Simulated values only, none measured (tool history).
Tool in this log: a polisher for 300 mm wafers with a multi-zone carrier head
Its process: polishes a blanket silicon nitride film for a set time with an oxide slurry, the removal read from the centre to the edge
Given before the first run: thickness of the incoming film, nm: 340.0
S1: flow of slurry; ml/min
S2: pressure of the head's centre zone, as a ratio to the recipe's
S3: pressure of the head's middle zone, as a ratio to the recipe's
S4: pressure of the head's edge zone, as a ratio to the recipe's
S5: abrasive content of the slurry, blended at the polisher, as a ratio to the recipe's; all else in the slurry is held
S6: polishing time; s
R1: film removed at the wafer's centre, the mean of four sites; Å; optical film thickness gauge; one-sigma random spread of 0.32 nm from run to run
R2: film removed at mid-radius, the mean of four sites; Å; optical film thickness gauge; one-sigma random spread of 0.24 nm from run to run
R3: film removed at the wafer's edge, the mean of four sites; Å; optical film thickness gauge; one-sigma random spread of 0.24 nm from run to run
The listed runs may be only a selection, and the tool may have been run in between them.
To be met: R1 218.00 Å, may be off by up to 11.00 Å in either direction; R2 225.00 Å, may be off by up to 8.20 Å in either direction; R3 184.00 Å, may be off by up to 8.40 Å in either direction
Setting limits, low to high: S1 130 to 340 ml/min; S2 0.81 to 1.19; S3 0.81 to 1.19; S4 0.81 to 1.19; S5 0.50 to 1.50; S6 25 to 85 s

| run | hour | S1 | S2 | S3 | S4 | S5 | S6 | R1 | R2 | R3 |
|---|---|---|---|---|---|---|---|---|---|---|
| 1 | 0.0 | 220 | 1.00 | 1.00 | 1.00 | 1.00 | 55 | 329.51 | 324.65 | 341.04 |
| 2 | 2.2 | 185 | 1.00 | 1.00 | 1.00 | 1.00 | 55 | 322.57 | 321.95 | 331.36 |
| 3 | 4.0 | 185 | 1.00 | 1.00 | 1.00 | 1.15 | 55 | 339.43 | 339.96 | 353.20 |
| 4 | 7.0 | 185 | 1.00 | 1.00 | 1.00 | 1.35 | 55 | 358.56 | 347.96 | 366.71 |
| 5 | 12.1 | 185 | 1.00 | 1.00 | 1.00 | 1.35 | 64 | 418.74 | 419.97 | 435.45 |
| 6 | 19.5 | 175 | 1.02 | 1.04 | 0.94 | 1.15 | 55 | 336.10 | 345.21 | 333.35 |
| 7 | 24.1 | 170 | 1.05 | 1.06 | 0.90 | 1.00 | 50 | 300.76 | 299.47 | 283.92 |
| 8 | 28.1 | 165 | 1.07 | 1.10 | 0.87 | 0.85 | 46 | 263.94 | 270.67 | 240.80 |
| 9 | 33.2 | 165 | 1.08 | 1.12 | 0.85 | 0.75 | 44 | 235.15 | 248.14 | 219.31 |
| 10 | 33.9 | 165 | 1.11 | 1.14 | 0.84 | 0.70 | 43 | 232.83 | 240.03 | 206.22 |
| 11 | 35.9 | 165 | 1.12 | 1.15 | 0.83 | 0.65 | 43 | 233.89 | 230.67 | 196.05 |
| 12 | 38.5 | 165 | 1.12 | 1.16 | 0.82 | 0.65 | 43 | 228.29 | 233.90 | 196.54 |
| 13 | 42.6 | 165 | 1.15 | 1.19 | 0.81 | 0.50 | 42 | 206.30 | 208.94 | 169.80 |
|  | 46.8 | edge zone pressure recalibrated |
| 14 | 46.8 | 175 | 1.15 | 1.19 | 0.82 | 0.50 | 42 | 201.56 | 214.26 | 166.77 |

Consider the 4 candidate settings below. Which is the only one whose results all fall within their allowed miss of target?
| A | 51.0 | 150 | 1.00 | 1.13 | 0.87 | 0.65 | 46 | ? | ? | ? |
| B | 51.0 | 130 | 1.01 | 1.04 | 0.86 | 0.50 | 53 | ? | ? | ? |
| C | 51.0 | 200 | 1.09 | 1.12 | 0.81 | 0.65 | 41 | ? | ? | ? |
| D | 51.0 | 130 | 1.14 | 1.18 | 0.81 | 0.70 | 46 | ? | ? | ? |

| move | R1 | R2 | R3 |
|---|---|---|---|
| A | 220.01 | 240.69 | 208.66 |
| B | 221.90 | 224.84 | 210.23 |
| C | 225.67 | 223.29 | 187.06 |
| D | 250.50 | 249.98 | 204.37 |
A: the result that was furthest off in the last run now lies on the other side of its target
B: the result that was furthest off in the last run now lies on the other side of its target
C: every result within its allowed miss
D: the result that was furthest off in the last run now lies on the other side of its target
Move C is the one to make.
